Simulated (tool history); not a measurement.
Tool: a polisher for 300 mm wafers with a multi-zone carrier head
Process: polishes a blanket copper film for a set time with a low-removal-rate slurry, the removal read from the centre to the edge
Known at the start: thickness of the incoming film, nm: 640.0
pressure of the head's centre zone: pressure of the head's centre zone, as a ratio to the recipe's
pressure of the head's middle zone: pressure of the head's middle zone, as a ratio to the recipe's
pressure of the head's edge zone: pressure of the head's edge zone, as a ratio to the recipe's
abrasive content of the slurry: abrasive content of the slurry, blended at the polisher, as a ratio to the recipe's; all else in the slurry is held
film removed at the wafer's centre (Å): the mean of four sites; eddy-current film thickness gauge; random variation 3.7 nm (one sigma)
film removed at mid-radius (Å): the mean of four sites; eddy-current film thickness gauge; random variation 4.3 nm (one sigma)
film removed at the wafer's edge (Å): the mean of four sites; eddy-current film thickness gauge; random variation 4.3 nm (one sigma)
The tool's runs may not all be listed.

run  hour  flow of slurry (ml/min)  pressure of the head's centre zone  pressure of the head's middle zone  pressure of the head's edge zone  abrasive content of the slurry  polishing time (s)  film removed at the wafer's centre (Å)  film removed at mid-radius (Å)  film removed at the wafer's edge (Å)
  1   0.0                      215                                1.00                                1.00                              1.00                            1.00                  54                                  2267.5                          2199.7                                2247.3
  2   4.6                      220                                1.02                                1.02                              1.01                            1.05                  56                                  2478.0                          2375.8                                2355.9
  3   9.7                      220                                1.03                                1.03                              1.02                            1.10                  58                                  2640.2                          2534.6                                2547.1
  4  16.5                      220                                1.03                                1.09                              1.02                            1.10                  58                                  2565.1                          2676.6                                2570.4
  5  19.9                      220                                1.03                                1.03                              1.02                            1.10                  58                                  2617.2                          2467.2                                2537.6
  6  22.8                      220                                0.95                                1.03                              1.02                            1.10                  58                                  2393.0                          2439.7                                2549.8
  7  26.0                      225                                0.98                                1.04                              1.03                            1.15                  59                                  2584.4                          2604.7                                2605.5

Forecast run 8:
  8  33.7                      225                                1.00                                1.05                              1.04                            1.20                  60                                       ?                               ?                                     ?

film removed at the wafer's centre (Å): 2675.7
film removed at mid-radius (Å): 2662.8
film removed at the wafer's edge (Å): 2768.9
